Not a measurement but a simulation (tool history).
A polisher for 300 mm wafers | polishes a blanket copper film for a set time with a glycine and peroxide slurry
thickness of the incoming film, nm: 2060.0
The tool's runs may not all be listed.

| run | hour | flow of slurry (ml/min) | pressure of the wafer on the pad (kPa) | speed of the pad under the wafer (cm/s) | polishing time (s) | film removed (angstrom) |
|---|---|---|---|---|---|---|
| 1 | 0.0 | 220 | 13.8 | 102 | 99 | 4499.1 |
| 2 | 1.8 | 220 | 13.8 | 102 | 99 | 4412.2 |
| 3 | 2.5 | 220 | 14.5 | 102 | 99 | 4559.7 |
| 4 | 3.3 | 220 | 15.2 | 102 | 99 | 4714.8 |
| 5 | 5.9 | 220 | 15.9 | 102 | 99 | 4927.6 |
| 6 | 11.5 | 220 | 16.5 | 102 | 99 | 5060.8 |
| 7 | 18.3 | 220 | 17.2 | 102 | 99 | 5170.3 |
| 8 | 24.1 | 220 | 17.9 | 102 | 99 | 5355.8 |

Forecast run 9:
| 9 | 31.1 | 220 | 18.6 | 102 | 99 | ? |

{"run 9": {"film removed (angstrom)": 5371.2}}

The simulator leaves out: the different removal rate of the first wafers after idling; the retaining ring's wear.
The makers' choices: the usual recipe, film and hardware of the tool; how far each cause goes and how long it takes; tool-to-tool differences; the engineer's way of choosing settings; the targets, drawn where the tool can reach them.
